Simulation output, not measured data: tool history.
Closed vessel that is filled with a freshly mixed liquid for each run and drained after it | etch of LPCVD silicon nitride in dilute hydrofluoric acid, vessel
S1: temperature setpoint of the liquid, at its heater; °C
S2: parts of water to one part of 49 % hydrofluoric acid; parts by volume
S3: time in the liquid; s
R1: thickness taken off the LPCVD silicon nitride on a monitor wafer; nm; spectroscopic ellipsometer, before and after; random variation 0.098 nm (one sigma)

{"run": 1, "hour": 0.0, "S1": 24, "S2": 100, "S3": 3165, "R1": 14.798}
{"run": 2, "hour": 6.7, "S1": 24, "S2": 100, "S3": 3165, "R1": 15.053}
{"run": 3, "hour": 8.3, "S1": 22.5, "S2": 100, "S3": 3165, "R1": 13.485}
{"run": 4, "hour": 9.6, "S1": 24.5, "S2": 100, "S3": 3165, "R1": 15.74}
{"run": 5, "hour": 12.5, "S1": 28, "S2": 100, "S3": 3165, "R1": 19.388}
{"run": 6, "hour": 13.8, "S1": 28, "S2": 85, "S3": 3165, "R1": 22.925}
{"run": 7, "hour": 14.8, "S1": 24.5, "S2": 85, "S3": 3165, "R1": 17.84}

The next listed run, before its measurement:
{"run": 8, "hour": 20.2, "S1": 22.5, "S2": 85, "S3": 3165, "R1": "?"}

R1: 15.963 nm
